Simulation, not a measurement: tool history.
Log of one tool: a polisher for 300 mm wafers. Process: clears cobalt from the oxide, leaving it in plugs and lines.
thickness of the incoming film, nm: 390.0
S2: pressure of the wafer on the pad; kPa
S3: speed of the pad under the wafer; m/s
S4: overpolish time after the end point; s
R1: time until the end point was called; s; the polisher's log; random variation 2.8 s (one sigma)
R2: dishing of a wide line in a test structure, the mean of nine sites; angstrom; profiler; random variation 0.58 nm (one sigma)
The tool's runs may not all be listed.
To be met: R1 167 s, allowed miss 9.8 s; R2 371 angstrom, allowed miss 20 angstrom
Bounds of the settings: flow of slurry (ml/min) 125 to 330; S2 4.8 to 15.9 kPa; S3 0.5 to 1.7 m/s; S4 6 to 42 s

{"run": 1, "hour": 0.0, "flow of slurry (ml/min)": 210, "S2": 10.3, "S3": 1.1, "S4": 21, "R1": 92.006, "R2": 374.27}
{"run": 2, "hour": 1.0, "flow of slurry (ml/min)": 210, "S2": 10.3, "S3": 0.9, "S4": 21, "R1": 112.58, "R2": 350.3}
{"run": 3, "hour": 2.1, "flow of slurry (ml/min)": 210, "S2": 9, "S3": 0.88, "S4": 24, "R1": 131.64, "R2": 357.72}
{"run": 4, "hour": 10.0, "flow of slurry (ml/min)": 210, "S2": 8.3, "S3": 0.88, "S4": 26, "R1": 143.07, "R2": 351.89}
{"run": 5, "hour": 15.5, "flow of slurry (ml/min)": 210, "S2": 7.6, "S3": 0.88, "S4": 28, "R1": 152.21, "R2": 348.32}
{"run": 6, "hour": 18.2, "flow of slurry (ml/min)": 210, "S2": 7.6, "S3": 0.88, "S4": 30, "R1": 156.24, "R2": 355.81}
{"run": 7, "hour": 23.9, "flow of slurry (ml/min)": 210, "S2": 7.6, "S3": 0.88, "S4": 31, "R1": 149.02, "R2": 363.15}
{"run": 8, "hour": 31.4, "flow of slurry (ml/min)": 210, "S2": 7.6, "S3": 0.88, "S4": 31, "R1": 151.03, "R2": 364.5}
{"run": 9, "hour": 39.6, "flow of slurry (ml/min)": 210, "S2": 7.6, "S3": 0.88, "S4": 32, "R1": 151.73, "R2": 362.39}
{"run": 10, "hour": 40.8, "flow of slurry (ml/min)": 210, "S2": 7.6, "S3": 0.88, "S4": 34, "R1": 154.83, "R2": 384.63}

5 next moves are on the table. One of them brings every result within its allowed miss. Which?
{"run": "A", "hour": 42.0, "flow of slurry (ml/min)": 235, "S2": 7.6, "S3": 0.96, "S4": 27, "R1": "?", "R2": "?"}
{"run": "B", "hour": 42.0, "flow of slurry (ml/min)": 175, "S2": 9, "S3": 0.82, "S4": 35, "R1": "?", "R2": "?"}
{"run": "C", "hour": 42.0, "flow of slurry (ml/min)": 225, "S2": 7.6, "S3": 0.8, "S4": 33, "R1": "?", "R2": "?"}
{"run": "D", "hour": 42.0, "flow of slurry (ml/min)": 205, "S2": 8.3, "S3": 0.92, "S4": 30, "R1": "?", "R2": "?"}
{"run": "E", "hour": 42.0, "flow of slurry (ml/min)": 230, "S2": 9, "S3": 0.78, "S4": 23, "R1": "?", "R2": "?"}

move=A R1=137.86 R2=354.23
move=B R1=142.59 R2=386.11
move=C R1=165.2 R2=358.39
move=D R1=134.52 R2=372.94
move=E R1=143.72 R2=322.44
A: further off than the last run
B: further off than the last run
C: meets every target
D: further off than the last run
E: further off than the last run
The right move is C.
